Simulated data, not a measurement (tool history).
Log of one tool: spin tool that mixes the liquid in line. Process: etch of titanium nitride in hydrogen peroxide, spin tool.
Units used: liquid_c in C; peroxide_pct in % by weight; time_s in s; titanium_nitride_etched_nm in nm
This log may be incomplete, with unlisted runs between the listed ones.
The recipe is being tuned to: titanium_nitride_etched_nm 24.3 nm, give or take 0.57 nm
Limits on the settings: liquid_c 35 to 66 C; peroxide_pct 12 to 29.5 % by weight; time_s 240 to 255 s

{"run": 1, "hour": 0.0, "liquid_c": 51, "peroxide_pct": 20, "time_s": 240, "titanium_nitride_etched_nm": 12.223}
{"run": 2, "hour": 3.3, "liquid_c": 51, "peroxide_pct": 24, "time_s": 240, "titanium_nitride_etched_nm": 12.577}
{"run": 3, "hour": 6.0, "liquid_c": 53, "peroxide_pct": 24, "time_s": 240, "titanium_nitride_etched_nm": 14.61}
{"run": 4, "hour": 14.0, "liquid_c": 53, "peroxide_pct": 24, "time_s": 240, "titanium_nitride_etched_nm": 14.755}
{"run": 5, "hour": 16.6, "liquid_c": 53, "peroxide_pct": 24, "time_s": 255, "titanium_nitride_etched_nm": 15.563}
{"run": 6, "hour": 19.2, "liquid_c": 53, "peroxide_pct": 24, "time_s": 255, "titanium_nitride_etched_nm": 15.505}
{"run": 7, "hour": 21.7, "liquid_c": 54.5, "peroxide_pct": 24, "time_s": 255, "titanium_nitride_etched_nm": 17.454}
{"run": 8, "hour": 23.2, "liquid_c": 55.5, "peroxide_pct": 24, "time_s": 255, "titanium_nitride_etched_nm": 18.573}

Pick the move, out of 5, that brings all results within their allowed miss; only one does.
{"run": "A", "hour": 24.7, "liquid_c": 50.5, "peroxide_pct": 24, "time_s": 240, "titanium_nitride_etched_nm": "?"}
{"run": "B", "hour": 24.7, "liquid_c": 58, "peroxide_pct": 26, "time_s": 255, "titanium_nitride_etched_nm": "?"}
{"run": "C", "hour": 24.7, "liquid_c": 51.5, "peroxide_pct": 18, "time_s": 240, "titanium_nitride_etched_nm": "?"}
{"run": "D", "hour": 24.7, "liquid_c": 61, "peroxide_pct": 23, "time_s": 255, "titanium_nitride_etched_nm": "?"}
{"run": "E", "hour": 24.7, "liquid_c": 59.5, "peroxide_pct": 22.5, "time_s": 255, "titanium_nitride_etched_nm": "?"}

move=A titanium_nitride_etched_nm=12.229
move=B titanium_nitride_etched_nm=22.416
move=C titanium_nitride_etched_nm=12.352
move=D titanium_nitride_etched_nm=26.778
move=E titanium_nitride_etched_nm=24.071
A: moves away from the targets compared with the last run
B: gains on the last run, yet a result remains outside its allowed miss
C: moves away from the targets compared with the last run
D: carries the result that was furthest off beyond its target, to the other side
E: hits every target within its allowed miss
The move that meets every target is E.

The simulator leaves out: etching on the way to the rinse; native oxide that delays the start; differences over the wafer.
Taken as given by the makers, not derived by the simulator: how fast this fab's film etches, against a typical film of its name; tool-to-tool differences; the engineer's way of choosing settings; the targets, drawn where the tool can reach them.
